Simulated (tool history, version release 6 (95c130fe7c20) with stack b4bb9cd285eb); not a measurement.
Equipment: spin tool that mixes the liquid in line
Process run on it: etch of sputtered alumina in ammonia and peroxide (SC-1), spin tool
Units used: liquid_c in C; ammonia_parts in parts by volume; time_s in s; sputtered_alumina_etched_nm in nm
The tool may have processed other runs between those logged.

run 1 day=0.000 | liquid_c=58.0 ammonia_parts=0.85 time_s=320 | sputtered_alumina_etched_nm=27.494
run 2 day=0.071 | liquid_c=58.0 ammonia_parts=0.95 time_s=320 | sputtered_alumina_etched_nm=27.957
run 3 day=0.283 | liquid_c=58.0 ammonia_parts=0.95 time_s=340 | sputtered_alumina_etched_nm=29.463
run 4 day=0.538 | liquid_c=60.5 ammonia_parts=0.95 time_s=340 | sputtered_alumina_etched_nm=33.467
run 5 day=0.800 | liquid_c=62.5 ammonia_parts=0.95 time_s=340 | sputtered_alumina_etched_nm=37.330
run 6 day=1.075 | liquid_c=66.0 ammonia_parts=0.95 time_s=340 | sputtered_alumina_etched_nm=44.168
run 7 day=1.171 | liquid_c=66.5 ammonia_parts=0.95 time_s=340 | sputtered_alumina_etched_nm=45.127
run 8 day=1.433 | liquid_c=68.0 ammonia_parts=0.95 time_s=340 | sputtered_alumina_etched_nm=49.036

Run 9, settings as shown, results not yet in. Your forecast:
run 9 day=1.646 | liquid_c=68.0 ammonia_parts=0.95 time_s=340 | sputtered_alumina_etched_nm=?

{"run 9": {"sputtered_alumina_etched_nm": 49.262}}

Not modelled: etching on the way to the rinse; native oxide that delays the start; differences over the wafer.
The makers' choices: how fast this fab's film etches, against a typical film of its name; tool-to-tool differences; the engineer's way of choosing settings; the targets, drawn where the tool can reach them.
